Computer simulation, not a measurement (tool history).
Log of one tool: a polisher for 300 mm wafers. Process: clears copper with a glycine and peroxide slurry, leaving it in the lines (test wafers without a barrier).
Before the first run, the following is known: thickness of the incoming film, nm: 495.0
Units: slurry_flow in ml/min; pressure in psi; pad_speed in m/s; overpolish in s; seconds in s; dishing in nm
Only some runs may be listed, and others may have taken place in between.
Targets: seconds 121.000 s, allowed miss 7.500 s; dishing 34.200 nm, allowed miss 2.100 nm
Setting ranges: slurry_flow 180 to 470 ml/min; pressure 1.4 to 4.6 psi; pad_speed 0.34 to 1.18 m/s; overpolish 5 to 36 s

run,hour,slurry_flow,pressure,pad_speed,overpolish,seconds,dishing
1,0.0,300,3.0,0.76,18,90.412,48.681
2,3.3,300,2.6,0.76,18,98.642,44.978
3,8.7,300,2.5,0.76,17,100.410,44.041
4,16.6,245,2.5,0.76,17,101.040,43.125
5,24.4,245,2.5,0.76,23,101.330,52.989
6,31.6,245,2.0,0.76,23,125.820,48.429
7,34.5,245,2.0,0.76,21,123.920,45.624
8,40.0,245,2.0,0.76,20,125.150,43.603
9,46.3,245,2.0,0.76,19,123.860,43.268
10,53.9,245,2.0,0.76,18,122.550,41.054
11,55.6,245,2.0,0.76,17,121.040,39.705
12,59.7,245,2.0,0.76,16,120.670,38.657
13,61.6,245,2.0,0.76,15,124.070,37.357

Consider the 4 candidate settings below. Which is the only one whose results all fall within their allowed miss of target?
A,63.5,260,1.8,0.84,20,?,?
B,63.5,280,1.8,0.84,17,?,?
C,63.5,205,2.1,0.78,13,?,?
D,63.5,210,1.8,0.84,20,?,?

move,seconds,dishing
A,123.290,44.584
B,122.350,40.431
C,119.750,34.111
D,126.500,43.888
A: misses by more than the last run did
B: misses by more than the last run did
C: meets every target
D: misses by more than the last run did
The right move is C.
